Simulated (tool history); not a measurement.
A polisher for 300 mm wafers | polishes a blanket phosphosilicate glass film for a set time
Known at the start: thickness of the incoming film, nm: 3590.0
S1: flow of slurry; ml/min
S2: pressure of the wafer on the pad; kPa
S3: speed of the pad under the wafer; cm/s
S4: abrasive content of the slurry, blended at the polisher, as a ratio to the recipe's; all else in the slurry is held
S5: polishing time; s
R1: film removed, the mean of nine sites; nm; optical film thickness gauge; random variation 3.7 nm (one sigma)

run 1 day=0.000 | S1=165 S2=22.1 S3=128 S4=1.0 S5=19 | R1=236.32
run 2 day=0.229 | S1=165 S2=22.1 S3=128 S4=1.0 S5=19 | R1=236.41
run 3 day=0.425 | S1=165 S2=23.4 S3=128 S4=1.0 S5=19 | R1=249.51
run 4 day=0.562 | S1=165 S2=25.5 S3=128 S4=1.0 S5=19 | R1=263.56
run 5 day=0.792 | S1=165 S2=26.2 S3=128 S4=1.0 S5=19 | R1=269.10
run 6 day=1.046 | S1=165 S2=26.2 S3=128 S4=1.0 S5=16 | R1=227.26

The next listed run, before its measurement:
run 7 day=1.417 | S1=165 S2=28.3 S3=132 S4=1.0 S5=16 | R1=?

{"run 7": {"R1": 243.08}}
